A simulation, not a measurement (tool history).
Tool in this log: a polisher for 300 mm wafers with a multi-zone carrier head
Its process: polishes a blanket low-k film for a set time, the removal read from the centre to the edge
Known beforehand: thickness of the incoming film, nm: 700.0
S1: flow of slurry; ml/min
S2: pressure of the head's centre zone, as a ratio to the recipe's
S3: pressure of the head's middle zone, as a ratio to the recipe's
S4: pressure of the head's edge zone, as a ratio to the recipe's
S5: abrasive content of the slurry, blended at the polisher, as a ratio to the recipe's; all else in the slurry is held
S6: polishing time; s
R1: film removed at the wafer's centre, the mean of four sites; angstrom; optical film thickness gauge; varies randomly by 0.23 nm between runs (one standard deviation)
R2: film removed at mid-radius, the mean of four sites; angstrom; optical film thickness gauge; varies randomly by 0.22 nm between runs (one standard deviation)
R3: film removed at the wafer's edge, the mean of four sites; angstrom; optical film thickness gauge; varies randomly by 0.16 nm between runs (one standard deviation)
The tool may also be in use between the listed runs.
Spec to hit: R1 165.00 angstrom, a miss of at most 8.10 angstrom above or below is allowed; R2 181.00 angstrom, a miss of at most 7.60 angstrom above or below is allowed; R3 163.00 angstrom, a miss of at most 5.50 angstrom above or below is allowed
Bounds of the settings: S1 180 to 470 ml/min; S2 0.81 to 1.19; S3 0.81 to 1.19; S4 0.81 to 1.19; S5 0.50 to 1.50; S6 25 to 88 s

run 1 hour=0.0 | S1=300 S2=1.00 S3=1.00 S4=1.00 S5=1.00 S6=56 | R1=198.42 R2=190.38 R3=189.91
run 2 hour=3.6 | S1=300 S2=1.00 S3=1.00 S4=1.00 S5=1.10 S6=56 | R1=207.23 R2=198.98 R3=202.50
run 3 hour=10.0 | S1=300 S2=0.98 S3=1.01 S4=0.97 S5=1.05 S6=56 | R1=198.55 R2=198.63 R3=195.03
run 4 hour=10.7 | S1=300 S2=0.92 S3=1.01 S4=0.97 S5=1.05 S6=56 | R1=192.04 R2=202.72 R3=193.93
run 5 hour=12.7 | S1=300 S2=0.91 S3=1.01 S4=0.95 S5=1.00 S6=56 | R1=183.75 R2=192.56 R3=192.30
run 6 hour=14.4 | S1=300 S2=0.91 S3=0.97 S4=0.95 S5=1.00 S6=56 | R1=174.73 R2=186.59 R3=187.06
run 7 hour=20.5 | S1=305 S2=0.91 S3=1.00 S4=0.92 S5=0.95 S6=56 | R1=177.13 R2=185.12 R3=183.20
run 8 hour=23.7 | S1=305 S2=0.90 S3=1.03 S4=0.90 S5=0.90 S6=56 | R1=170.42 R2=185.24 R3=176.51
run 9 hour=26.7 | S1=305 S2=0.90 S3=1.04 S4=0.88 S5=0.90 S6=56 | R1=170.18 R2=191.34 R3=175.62
run 10 hour=30.8 | S1=305 S2=0.91 S3=1.04 S4=0.87 S5=0.90 S6=56 | R1=171.18 R2=186.37 R3=176.07
run 11 hour=37.1 | S1=305 S2=0.92 S3=1.05 S4=0.86 S5=0.85 S6=56 | R1=173.62 R2=185.20 R3=169.13

Of the 4 settings listed for the next run, only one would bring every result within its allowed miss of target. Which one?
run A hour=43.4 | S1=335 S2=0.86 S3=1.01 S4=0.96 S5=1.00 S6=54 | R1=? R2=? R3=?
run B hour=43.4 | S1=280 S2=0.84 S3=1.03 S4=0.87 S5=0.75 S6=61 | R1=? R2=? R3=?
run C hour=43.4 | S1=345 S2=1.02 S3=1.18 S4=0.87 S5=0.70 S6=60 | R1=? R2=? R3=?
run D hour=43.4 | S1=300 S2=0.91 S3=1.04 S4=0.81 S5=0.75 S6=58 | R1=? R2=? R3=?

move=A R1=166.89 R2=187.44 R3=187.09
move=B R1=160.20 R2=187.56 R3=178.03
move=C R1=188.19 R2=202.86 R3=170.72
move=D R1=165.88 R2=180.48 R3=165.65
A: misses by more than the last run did
B: misses by more than the last run did
C: misses by more than the last run did
D: every result within its allowed miss
Move D is the one to make.
